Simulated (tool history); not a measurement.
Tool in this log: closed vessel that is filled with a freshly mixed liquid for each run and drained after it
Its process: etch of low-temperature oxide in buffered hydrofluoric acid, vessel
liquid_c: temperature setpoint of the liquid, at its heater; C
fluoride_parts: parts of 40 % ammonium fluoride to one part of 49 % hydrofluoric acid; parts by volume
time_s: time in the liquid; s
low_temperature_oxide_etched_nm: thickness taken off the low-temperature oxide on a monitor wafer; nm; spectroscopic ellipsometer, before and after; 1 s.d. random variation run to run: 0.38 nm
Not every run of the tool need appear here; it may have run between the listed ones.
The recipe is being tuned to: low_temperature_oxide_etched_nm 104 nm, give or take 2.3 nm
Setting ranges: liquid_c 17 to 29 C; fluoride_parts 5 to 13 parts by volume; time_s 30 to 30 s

run    day  liquid_c  fluoride_parts  time_s  low_temperature_oxide_etched_nm
  1      0        21               8      30                           84.506
  2  0.238      21.5               8      30                           87.213
  3  0.496        22               8      30                           89.666
  4  0.675        22               6      30                           117.63
  5  0.854        22               5      30                           138.08
  6  1.204      21.5               5      30                           134.06
  7  1.496        21               5      30                            129.3
  8  1.879      20.5               5      30                           126.95
  9  2.083        20               5      30                            123.1
 10  2.254        20               5      30                           122.48
 11  2.629      19.5               5      30                           119.73
 12  2.854        19               5      30                           115.88
 13  2.933        18               5      30                           109.87
 14  3.125      17.5               5      30                           107.36

Exercise: of the 4 proposed moves below, exactly one satisfies all targets within the stated allowed misses. Which move is it?
  A  3.317        17               5      30                                ?
  B  3.317      19.5             5.5      30                                ?
  C  3.317        18               5      30                                ?
  D  3.317        19             5.5      30                                ?

move  low_temperature_oxide_etched_nm
   A                           103.91
   B                            110.4
   C                           109.98
   D                           107.34
A: meets every target
B: the biggest miss grows against the last run
C: the biggest miss grows against the last run
D: about as far from the targets as the last run
So the answer is move A, the one that meets all the targets.

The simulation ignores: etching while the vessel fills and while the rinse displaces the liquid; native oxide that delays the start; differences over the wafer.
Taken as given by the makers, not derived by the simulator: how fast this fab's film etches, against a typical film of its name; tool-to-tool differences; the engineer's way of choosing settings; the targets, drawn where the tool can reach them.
